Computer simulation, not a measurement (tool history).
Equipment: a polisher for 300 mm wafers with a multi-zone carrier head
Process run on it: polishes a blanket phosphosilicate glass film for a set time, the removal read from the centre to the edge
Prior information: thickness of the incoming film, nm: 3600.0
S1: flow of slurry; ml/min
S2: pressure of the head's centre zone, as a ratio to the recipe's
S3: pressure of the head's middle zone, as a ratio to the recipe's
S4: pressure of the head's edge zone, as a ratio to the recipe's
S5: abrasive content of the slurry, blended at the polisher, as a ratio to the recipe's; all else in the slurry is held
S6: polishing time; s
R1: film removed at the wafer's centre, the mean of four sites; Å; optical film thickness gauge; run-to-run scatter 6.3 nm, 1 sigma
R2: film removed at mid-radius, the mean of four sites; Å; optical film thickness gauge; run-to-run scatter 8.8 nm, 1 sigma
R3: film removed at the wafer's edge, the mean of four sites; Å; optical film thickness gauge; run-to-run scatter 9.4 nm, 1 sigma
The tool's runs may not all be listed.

run,hour,S1,S2,S3,S4,S5,S6,R1,R2,R3
1,0,280,1,1,1,1,79,6330.5,6262.7,6211.9
2,1.5,280,1,0.95,1,1,79,6346,6065.2,6360.2
3,7,300,1.05,1.01,1.03,1.15,80,7153.1,6751.5,6905.5
4,9.1,300,1.05,1.01,0.98,1.15,80,7185,6645.3,6732.4
5,11.8,305,1.08,1.07,0.97,1.25,83,7878.3,7578.7,7261.4
6,19.8,320,1.12,1.1,0.96,1.35,83,8532.3,7859.5,7320.3
# hour 24.9: worn pad replaced by a new one
7,24.9,335,1.16,1.19,1.02,1.5,88,10640,10039,9277.3
8,26.2,255,1.13,1.12,0.92,1.5,89,10215,9594.6,8658.5
9,31.5,255,1.12,1.11,0.9,1.5,89,10304,9391.7,8585.7

Run 10 has not been measured yet. What should we expect?
10,38.5,255,1.11,1.11,0.88,1.5,89,?,?,?

{"run 10": {"R1": 10025, "R2": 9492.2, "R3": 8646.5}}

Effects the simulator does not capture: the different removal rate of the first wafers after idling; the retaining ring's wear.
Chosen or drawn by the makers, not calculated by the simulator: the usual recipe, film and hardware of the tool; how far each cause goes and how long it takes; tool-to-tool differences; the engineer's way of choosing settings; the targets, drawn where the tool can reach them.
